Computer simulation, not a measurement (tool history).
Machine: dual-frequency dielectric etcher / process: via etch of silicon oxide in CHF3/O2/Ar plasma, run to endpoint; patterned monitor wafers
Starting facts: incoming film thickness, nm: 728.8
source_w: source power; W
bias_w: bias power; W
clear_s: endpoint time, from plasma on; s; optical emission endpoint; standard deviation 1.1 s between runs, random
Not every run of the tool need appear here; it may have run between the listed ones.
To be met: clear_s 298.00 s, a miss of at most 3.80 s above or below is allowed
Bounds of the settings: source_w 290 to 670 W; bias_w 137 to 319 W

run	hour	source_w	bias_w	clear_s
1	0.0	480	228	365.09
2	5.0	540	228	343.05
3	6.7	480	228	365.18
4	11.8	480	198	388.76
5	17.3	480	184	401.51
6	20.5	530	198	371.06
7	25.1	570	209	346.29
8	27.0	670	238	305.46
9	28.5	670	242	302.91
10	35.3	670	244	302.14
11	41.0	670	246	301.98

Which of these 5 next moves meets every target?
A	46.7	660	257	?
B	46.7	620	252	?
C	46.7	670	237	?
D	46.7	670	230	?
E	46.7	670	225	?

move	clear_s
A	297.63
B	308.79
C	305.59
D	309.37
E	312.16
A: every result lands within tolerance
B: the biggest miss grows against the last run
C: the biggest miss grows against the last run
D: the biggest miss grows against the last run
E: the biggest miss grows against the last run
A meets every target.
